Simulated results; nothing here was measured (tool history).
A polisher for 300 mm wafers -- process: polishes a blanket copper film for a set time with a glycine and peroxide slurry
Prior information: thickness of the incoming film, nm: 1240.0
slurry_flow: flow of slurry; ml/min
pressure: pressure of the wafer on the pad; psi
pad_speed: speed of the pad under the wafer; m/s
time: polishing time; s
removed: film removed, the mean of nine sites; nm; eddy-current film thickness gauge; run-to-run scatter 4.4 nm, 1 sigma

run    day  slurry_flow  pressure  pad_speed  time  removed
  1  0.000          200       2.7       1.16    93   613.21
  2  0.333          200       2.5       1.14    93   544.96
  3  0.625          200       2.5       1.14    98   579.62
  4  0.708          235       2.5       1.14    98   591.34
  5  0.854          235       2.2       1.14    98   529.41
  6  0.938          235       2.2       1.14    98   540.30
  7  0.979          235       2.1       1.12    98   515.57

For run 8, what comes out?
  8  1.125          235       2.0       1.10    98        ?

Run 8 yielded removed 486.97 nm.
